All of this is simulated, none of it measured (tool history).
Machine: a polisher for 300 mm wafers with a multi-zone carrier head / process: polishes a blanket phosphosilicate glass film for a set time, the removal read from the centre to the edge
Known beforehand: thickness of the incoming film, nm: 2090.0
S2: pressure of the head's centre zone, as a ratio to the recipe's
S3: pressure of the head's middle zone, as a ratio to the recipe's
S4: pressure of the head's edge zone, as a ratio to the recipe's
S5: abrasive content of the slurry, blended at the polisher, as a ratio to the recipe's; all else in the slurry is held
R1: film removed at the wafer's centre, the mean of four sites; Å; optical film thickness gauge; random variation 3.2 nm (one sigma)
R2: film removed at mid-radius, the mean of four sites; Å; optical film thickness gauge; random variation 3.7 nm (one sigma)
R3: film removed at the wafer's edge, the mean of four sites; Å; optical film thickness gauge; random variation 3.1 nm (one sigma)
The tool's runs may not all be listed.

Run 1, hour 0.0: flow of slurry (ml/min) 300, S2 1.00, S3 1.00, S4 1.00, S5 1.00, polishing time (s) 32. Result: R1 2831.9 Å, R2 2832.6 Å, R3 2761.9 Å.
Run 2, hour 7.4: flow of slurry (ml/min) 305, S2 1.00, S3 1.02, S4 1.03, S5 1.05, polishing time (s) 32. Result: R1 2924.2 Å, R2 2985.0 Å, R3 2887.9 Å.
Run 3, hour 11.2: flow of slurry (ml/min) 245, S2 1.00, S3 1.02, S4 1.03, S5 1.05, polishing time (s) 32. Result: R1 2938.3 Å, R2 2946.8 Å, R3 2842.8 Å.
Run 4, hour 13.2: flow of slurry (ml/min) 250, S2 1.00, S3 1.04, S4 1.06, S5 1.10, polishing time (s) 32. Result: R1 2986.3 Å, R2 3057.1 Å, R3 2982.7 Å.
Run 5, hour 21.3: flow of slurry (ml/min) 250, S2 1.00, S3 1.08, S4 1.06, S5 1.10, polishing time (s) 32. Result: R1 2961.5 Å, R2 3164.1 Å, R3 2953.0 Å.
Run 6, hour 23.1: flow of slurry (ml/min) 250, S2 1.00, S3 1.04, S4 1.06, S5 1.10, polishing time (s) 32. Result: R1 2969.3 Å, R2 3083.0 Å, R3 2976.4 Å.
Run 7, hour 27.0: flow of slurry (ml/min) 250, S2 1.01, S3 1.06, S4 1.08, S5 1.15, polishing time (s) 32. Result: R1 3094.6 Å, R2 3222.4 Å, R3 3087.7 Å.

Estimate the outcome of run 8 from the log above:
Run 8, hour 32.0: flow of slurry (ml/min) 255, S2 1.02, S3 1.07, S4 1.10, S5 1.15, polishing time (s) 32. Result: R1 ?, R2 ?, R3 ?.

{"run 8": {"R1": 3070.9, "R2": 3255.8, "R3": 3119.2}}

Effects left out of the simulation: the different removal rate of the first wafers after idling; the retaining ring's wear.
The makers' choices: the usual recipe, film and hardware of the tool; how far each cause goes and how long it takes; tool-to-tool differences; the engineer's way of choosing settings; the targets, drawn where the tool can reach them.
